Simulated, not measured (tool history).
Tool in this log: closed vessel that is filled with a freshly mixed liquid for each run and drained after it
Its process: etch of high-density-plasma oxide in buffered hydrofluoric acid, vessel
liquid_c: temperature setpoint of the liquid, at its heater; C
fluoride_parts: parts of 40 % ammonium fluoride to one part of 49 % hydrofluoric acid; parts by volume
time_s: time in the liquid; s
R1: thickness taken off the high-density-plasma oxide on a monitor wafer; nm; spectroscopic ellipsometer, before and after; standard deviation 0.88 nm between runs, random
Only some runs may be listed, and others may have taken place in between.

{"run": 1, "hour": 0.0, "liquid_c": 20, "fluoride_parts": 7.5, "time_s": 30, "R1": 81.719}
{"run": 2, "hour": 8.5, "liquid_c": 17, "fluoride_parts": 7.5, "time_s": 30, "R1": 68.92}
{"run": 3, "hour": 15.0, "liquid_c": 18.5, "fluoride_parts": 7.5, "time_s": 30, "R1": 74.607}
{"run": 4, "hour": 23.2, "liquid_c": 20, "fluoride_parts": 7.5, "time_s": 30, "R1": 81.992}
{"run": 5, "hour": 25.7, "liquid_c": 21, "fluoride_parts": 7.5, "time_s": 30, "R1": 85.836}
{"run": 6, "hour": 34.1, "liquid_c": 21, "fluoride_parts": 9.5, "time_s": 30, "R1": 68.594}
{"run": 7, "hour": 34.7, "liquid_c": 22.5, "fluoride_parts": 9.5, "time_s": 30, "R1": 73.4}
{"run": 8, "hour": 36.1, "liquid_c": 23.5, "fluoride_parts": 9.5, "time_s": 30, "R1": 78.514}
{"run": 9, "hour": 40.3, "liquid_c": 24.5, "fluoride_parts": 9.5, "time_s": 30, "R1": 82.529}
{"run": 10, "hour": 45.9, "liquid_c": 25, "fluoride_parts": 9.5, "time_s": 30, "R1": 85.285}

Expected results for the next run?
{"run": 11, "hour": 50.4, "liquid_c": 25.5, "fluoride_parts": 9.5, "time_s": 30, "R1": "?"}

{"run 11": {"R1": 87.72}}
